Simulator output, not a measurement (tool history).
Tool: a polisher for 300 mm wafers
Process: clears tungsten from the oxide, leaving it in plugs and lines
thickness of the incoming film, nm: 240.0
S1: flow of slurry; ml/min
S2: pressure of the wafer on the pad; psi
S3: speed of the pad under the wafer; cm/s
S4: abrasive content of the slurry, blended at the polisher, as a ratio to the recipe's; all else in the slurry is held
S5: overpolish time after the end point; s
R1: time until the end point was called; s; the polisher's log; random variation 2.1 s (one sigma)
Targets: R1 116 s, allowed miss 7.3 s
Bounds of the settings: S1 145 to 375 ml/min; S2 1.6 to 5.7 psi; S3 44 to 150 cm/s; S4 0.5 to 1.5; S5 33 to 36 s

Run 1, hour 0: S1 240 ml/min, S2 3.6 psi, S3 96 cm/s, S4 1, S5 33 s. Result: R1 48.614 s.
Run 2, hour 1.1: S1 215 ml/min, S2 3.6 psi, S3 96 cm/s, S4 1, S5 33 s. Result: R1 46.889 s.
Run 3, hour 2.9: S1 215 ml/min, S2 3.6 psi, S3 114 cm/s, S4 1, S5 33 s. Result: R1 39.796 s.
Run 4, hour 5.2: S1 215 ml/min, S2 3.6 psi, S3 138 cm/s, S4 1, S5 33 s. Result: R1 33.673 s.
Run 5, hour 7.2: S1 215 ml/min, S2 3.9 psi, S3 138 cm/s, S4 1, S5 33 s. Result: R1 30.753 s.
Run 6, hour 13.9: S1 215 ml/min, S2 3.5 psi, S3 124 cm/s, S4 0.95, S5 33 s. Result: R1 38.103 s.
Run 7, hour 16: S1 220 ml/min, S2 3.2 psi, S3 110 cm/s, S4 0.95, S5 33 s. Result: R1 46.109 s.
Run 8, hour 22.8: S1 195 ml/min, S2 2.2 psi, S3 82 cm/s, S4 0.8, S5 33 s. Result: R1 85.697 s.
Run 9, hour 25.1: S1 195 ml/min, S2 2.1 psi, S3 80 cm/s, S4 0.8, S5 33 s. Result: R1 94.098 s.
Run 10, hour 30.9: S1 195 ml/min, S2 2 psi, S3 78 cm/s, S4 0.8, S5 33 s. Result: R1 99.31 s.
Run 11, hour 39: S1 195 ml/min, S2 1.9 psi, S3 78 cm/s, S4 0.8, S5 33 s. Result: R1 106.72 s.

5 next moves are on the table. One of them brings every result within its allowed miss. Which?
Run A, hour 47.1: S1 185 ml/min, S2 1.6 psi, S3 78 cm/s, S4 0.85, S5 33 s. Result: R1 ?.
Run B, hour 47.1: S1 200 ml/min, S2 1.8 psi, S3 82 cm/s, S4 0.8, S5 36 s. Result: R1 ?.
Run C, hour 47.1: S1 185 ml/min, S2 1.8 psi, S3 86 cm/s, S4 1.1, S5 35 s. Result: R1 ?.
Run D, hour 47.1: S1 210 ml/min, S2 1.7 psi, S3 92 cm/s, S4 0.7, S5 33 s. Result: R1 ?.
Run E, hour 47.1: S1 245 ml/min, S2 1.8 psi, S3 80 cm/s, S4 0.8, S5 33 s. Result: R1 ?.

move      R1
   A   113.7
   B  100.37
   C  88.869
   D  96.332
   E  100.07
A: meets every target
B: further off than the last run
C: further off than the last run
D: further off than the last run
E: further off than the last run
Answer: A
